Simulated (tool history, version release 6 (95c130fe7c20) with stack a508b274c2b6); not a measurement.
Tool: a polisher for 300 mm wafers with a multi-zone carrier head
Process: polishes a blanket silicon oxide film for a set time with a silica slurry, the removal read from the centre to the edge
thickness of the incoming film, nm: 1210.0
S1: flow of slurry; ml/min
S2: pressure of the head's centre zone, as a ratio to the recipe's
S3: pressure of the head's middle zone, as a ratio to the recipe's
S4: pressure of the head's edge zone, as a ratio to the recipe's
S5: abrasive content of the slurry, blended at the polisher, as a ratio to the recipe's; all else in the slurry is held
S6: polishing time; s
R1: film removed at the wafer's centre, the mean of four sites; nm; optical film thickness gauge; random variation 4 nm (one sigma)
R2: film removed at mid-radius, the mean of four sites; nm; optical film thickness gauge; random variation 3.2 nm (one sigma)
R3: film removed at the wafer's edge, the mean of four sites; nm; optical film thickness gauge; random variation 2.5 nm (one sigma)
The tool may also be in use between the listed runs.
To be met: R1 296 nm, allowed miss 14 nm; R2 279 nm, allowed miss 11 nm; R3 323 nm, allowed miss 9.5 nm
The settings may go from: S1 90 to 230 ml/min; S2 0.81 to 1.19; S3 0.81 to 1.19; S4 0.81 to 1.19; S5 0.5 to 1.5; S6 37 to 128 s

run 1 day=0 | S1=150 S2=1 S3=1 S4=1 S5=1 S6=82 | R1=434.17 R2=409.49 R3=418.98
run 2 day=0.371 | S1=150 S2=1 S3=1 S4=1 S5=0.8 S6=82 | R1=394.83 R2=366.53 R3=382.06
run 3 day=0.733 | S1=150 S2=1 S3=1 S4=1 S5=1 S6=82 | R1=443.35 R2=407.69 R3=416.65
run 4 day=0.8 | S1=150 S2=1 S3=0.96 S4=1 S5=1 S6=82 | R1=421.65 R2=384.03 R3=417.25
run 5 day=1.029 | S1=150 S2=1 S3=0.96 S4=1 S5=0.85 S6=82 | R1=401.5 R2=370.7 R3=392.92
run 6 day=1.121 | S1=120 S2=1 S3=0.96 S4=1 S5=0.85 S6=82 | R1=383.5 R2=357.94 R3=380.99
run 7 day=1.375 | S1=120 S2=0.98 S3=0.92 S4=0.98 S5=0.75 S6=82 | R1=361.41 R2=323.98 R3=357.34
-- day=1.621 centre zone pressure recalibrated
run 8 day=1.621 | S1=115 S2=0.93 S3=0.9 S4=0.97 S5=0.7 S6=82 | R1=318.67 R2=306.88 R3=339.8
run 9 day=1.858 | S1=110 S2=0.92 S3=0.88 S4=0.96 S5=0.7 S6=82 | R1=305.39 R2=296.84 R3=341.65
run 10 day=2.083 | S1=110 S2=0.92 S3=0.87 S4=0.94 S5=0.7 S6=82 | R1=298.85 R2=297.72 R3=332.55
run 11 day=2.117 | S1=105 S2=0.93 S3=0.85 S4=0.94 S5=0.7 S6=82 | R1=305.36 R2=285.67 R3=333.57

5 next moves are on the table. One of them brings every result within its allowed miss. Which?
run A day=2.15 | S1=90 S2=0.94 S3=0.91 S4=0.89 S5=0.5 S6=99 | R1=? R2=? R3=?
run B day=2.15 | S1=120 S2=0.83 S3=0.81 S4=0.97 S5=0.7 S6=85 | R1=? R2=? R3=?
run C day=2.15 | S1=90 S2=0.88 S3=0.81 S4=0.93 S5=0.7 S6=88 | R1=? R2=? R3=?
run D day=2.15 | S1=115 S2=1.01 S3=0.88 S4=0.91 S5=0.75 S6=79 | R1=? R2=? R3=?
run E day=2.15 | S1=115 S2=0.94 S3=0.88 S4=1.01 S5=0.85 S6=70 | R1=? R2=? R3=?

move=A R1=310.49 R2=307.99 R3=328.14
move=B R1=292.18 R2=296.38 R3=355.4
move=C R1=299.78 R2=289.06 R3=346.24
move=D R1=337.97 R2=300.99 R3=328.05
move=E R1=293.62 R2=281.18 R3=321.89
A: brings the result that was furthest off to its target, and leaves another outside
B: further off than the last run
C: further off than the last run
D: brings the result that was furthest off to its target, and leaves another outside
E: meets every target
The right move is E.

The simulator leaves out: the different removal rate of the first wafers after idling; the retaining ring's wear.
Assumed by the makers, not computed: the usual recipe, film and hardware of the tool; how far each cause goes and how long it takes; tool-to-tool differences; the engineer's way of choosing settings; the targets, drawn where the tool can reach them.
